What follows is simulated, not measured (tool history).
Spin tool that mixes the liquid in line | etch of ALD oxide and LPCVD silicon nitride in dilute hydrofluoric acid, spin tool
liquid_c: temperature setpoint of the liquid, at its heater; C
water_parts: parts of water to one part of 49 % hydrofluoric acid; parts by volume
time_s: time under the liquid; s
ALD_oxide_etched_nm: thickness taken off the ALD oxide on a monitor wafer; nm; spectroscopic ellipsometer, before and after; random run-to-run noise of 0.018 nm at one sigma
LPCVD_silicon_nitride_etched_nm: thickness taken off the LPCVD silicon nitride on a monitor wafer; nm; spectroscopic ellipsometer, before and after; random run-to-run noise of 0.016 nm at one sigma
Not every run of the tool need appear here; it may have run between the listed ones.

run  hour  liquid_c  water_parts  time_s  ALD_oxide_etched_nm  LPCVD_silicon_nitride_etched_nm
  1   0.0      24.0          275     180               7.0113                          0.30691
  2   6.9      24.0          315     180               5.9658                          0.24836
  3  10.7      20.5          315     180               5.2233                          0.17348
  4  11.8      17.5          315     180               4.6614                          0.18320
  5  17.6      17.5          245     180               6.3867                          0.16626
     23.3  -- thermometer replaced
  6  23.3      17.5          280     180               5.8044                          0.24173
  7  32.1      17.5          310     180               5.1008                          0.19072

Run 8 comes next. What will it give?
  8  36.4      17.5          335     180                    ?                                ?

Run 8 gave ALD_oxide_etched_nm 4.5665 nm, LPCVD_silicon_nitride_etched_nm 0.15025 nm.
